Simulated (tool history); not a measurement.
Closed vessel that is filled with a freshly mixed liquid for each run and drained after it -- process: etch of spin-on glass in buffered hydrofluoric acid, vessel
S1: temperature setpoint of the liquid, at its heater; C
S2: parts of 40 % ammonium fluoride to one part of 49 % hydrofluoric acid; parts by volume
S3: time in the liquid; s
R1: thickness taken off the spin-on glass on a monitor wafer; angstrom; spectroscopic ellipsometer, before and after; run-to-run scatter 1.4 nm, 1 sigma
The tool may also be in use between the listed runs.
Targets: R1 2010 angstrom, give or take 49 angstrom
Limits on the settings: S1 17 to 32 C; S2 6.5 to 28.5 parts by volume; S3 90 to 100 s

run,day,S1,S2,S3,R1
1,0,25,17.5,90,1484.5
2,0.067,26,17.5,90,1572.5
3,0.438,26,15,90,1822.8
4,0.75,26.5,15,90,1849.8
5,1.129,26.5,12.5,90,2240.8
6,1.25,26,12.5,90,2174.8
7,1.575,25.5,12.5,90,2105.2
8,1.721,25.5,12.5,90,2113.7
9,2.017,25,12.5,90,2070.3

Next run, 5 choices. One meets every target within its allowed miss, the rest don't. Which?
A,2.312,23.5,11,90,?
B,2.312,24.5,14.5,100,?
C,2.312,26,13.5,90,?
D,2.312,22,11.5,90,?
E,2.312,24,11.5,90,?

move,R1
A,2160.7
B,1934.8
C,2025.8
D,1905.1
E,2126.3
A: lands further from the targets than the last run did
B: takes the biggest miss from the last run beyond its target
C: every result lands within tolerance
D: takes the biggest miss from the last run beyond its target
E: lands further from the targets than the last run did
Correct choice: C, which meets every target

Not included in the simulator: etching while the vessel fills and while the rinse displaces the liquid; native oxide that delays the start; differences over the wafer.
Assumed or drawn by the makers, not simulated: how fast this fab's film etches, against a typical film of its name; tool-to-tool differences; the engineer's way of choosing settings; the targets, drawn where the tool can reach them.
